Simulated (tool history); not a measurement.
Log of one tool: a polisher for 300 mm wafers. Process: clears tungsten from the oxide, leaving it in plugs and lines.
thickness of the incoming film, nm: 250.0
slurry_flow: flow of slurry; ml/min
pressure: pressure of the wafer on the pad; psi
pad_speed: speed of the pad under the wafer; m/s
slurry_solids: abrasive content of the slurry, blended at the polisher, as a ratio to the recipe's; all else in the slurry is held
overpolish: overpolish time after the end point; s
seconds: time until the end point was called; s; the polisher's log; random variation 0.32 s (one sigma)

run  hour  slurry_flow  pressure  pad_speed  slurry_solids  overpolish  seconds
  1     0          175       3.8        1.1              1          13   44.143
  2   4.7          175       3.8        1.1            0.9          13   45.328
  3   8.6          175       3.8        1.1            0.9          13   45.426
  4  16.9          195       3.8        1.1            0.9          13   45.145
  5  18.3          195       3.8        1.1            0.9          13   44.538
  6  20.2          195       3.8       0.94            0.9          13   52.216
  7  27.6          200       4.8       1.06            0.9          13   37.157

Forecast run 8:
  8  28.4          205       5.8       1.12            0.9          13        ?

seconds: 28.892 s
